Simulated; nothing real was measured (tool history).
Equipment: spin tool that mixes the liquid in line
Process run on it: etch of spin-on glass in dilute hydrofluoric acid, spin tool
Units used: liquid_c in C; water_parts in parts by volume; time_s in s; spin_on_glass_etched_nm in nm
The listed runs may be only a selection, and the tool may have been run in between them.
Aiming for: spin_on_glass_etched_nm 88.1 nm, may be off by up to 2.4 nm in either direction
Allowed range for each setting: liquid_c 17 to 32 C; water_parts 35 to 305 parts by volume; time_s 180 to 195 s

run  hour  liquid_c  water_parts  time_s  spin_on_glass_etched_nm
  1     0        24          170     180                   29.547
  2   4.1        24          200     180                   24.491
  3   6.2        26          160     180                   34.391
  4   9.2      27.5          130     180                   46.519
     17.9  -- thermometer replaced
  5  17.9      28.5          115     180                   59.009
  6  21.5      29.5          110     180                   64.348
  7  23.8        30          105     180                   69.103
  8  29.4      30.5          100     180                   74.577
  9  33.8        31          100     180                   76.298
 10  41.7      31.5           95     180                   82.102

Exercise: of the 5 proposed moves below, exactly one satisfies all targets within the stated allowed misses. Which move is it?
  A  49.6        32          105     195                        ?
  B  49.6        32           95     190                        ?
  C  49.6        32           90     195                        ?
  D  49.6      27.5           80     195                        ?
  E  49.6      29.5           95     195                        ?

move  spin_on_glass_etched_nm
   A                   80.755
   B                   88.264
   C                   96.338
   D                   92.639
   E                     82.5
A: misses by more than the last run did
B: every result within its allowed miss
C: the result that was furthest off in the last run now lies on the other side of its target
D: the result that was furthest off in the last run now lies on the other side of its target
E: gains on the last run, yet a result remains outside its allowed miss
Answer: B

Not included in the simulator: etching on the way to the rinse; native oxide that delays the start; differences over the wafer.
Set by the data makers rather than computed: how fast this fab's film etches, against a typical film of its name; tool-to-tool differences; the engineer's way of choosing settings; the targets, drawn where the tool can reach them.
